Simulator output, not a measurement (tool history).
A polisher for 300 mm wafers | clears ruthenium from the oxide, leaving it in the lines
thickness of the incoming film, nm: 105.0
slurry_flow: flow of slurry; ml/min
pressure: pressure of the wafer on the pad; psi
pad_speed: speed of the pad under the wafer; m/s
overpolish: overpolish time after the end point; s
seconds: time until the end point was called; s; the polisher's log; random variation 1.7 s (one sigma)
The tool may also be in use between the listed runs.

run 1 day=0 | slurry_flow=230 pressure=2.3 pad_speed=1.1 overpolish=32 | seconds=54.973
run 2 day=0.092 | slurry_flow=230 pressure=2.3 pad_speed=1.1 overpolish=35 | seconds=56.023
run 3 day=0.117 | slurry_flow=230 pressure=2.6 pad_speed=1.1 overpolish=35 | seconds=47.821
run 4 day=0.362 | slurry_flow=230 pressure=2.3 pad_speed=1.08 overpolish=35 | seconds=55.709
run 5 day=0.692 | slurry_flow=230 pressure=2.1 pad_speed=1.06 overpolish=35 | seconds=63.333
run 6 day=0.946 | slurry_flow=230 pressure=2.5 pad_speed=1.06 overpolish=35 | seconds=53.407
run 7 day=1.079 | slurry_flow=230 pressure=2.2 pad_speed=1.04 overpolish=35 | seconds=61.891
run 8 day=1.192 | slurry_flow=230 pressure=2 pad_speed=1.02 overpolish=35 | seconds=68.297
-- day=1.475 head pressure recalibrated
run 9 day=1.475 | slurry_flow=230 pressure=1.8 pad_speed=1.02 overpolish=35 | seconds=79.695
run 10 day=1.592 | slurry_flow=230 pressure=1.7 pad_speed=1.02 overpolish=35 | seconds=86.73

Forecast run 11:
run 11 day=1.8 | slurry_flow=230 pressure=1.6 pad_speed=1.02 overpolish=35 | seconds=?

seconds: 93.828 s
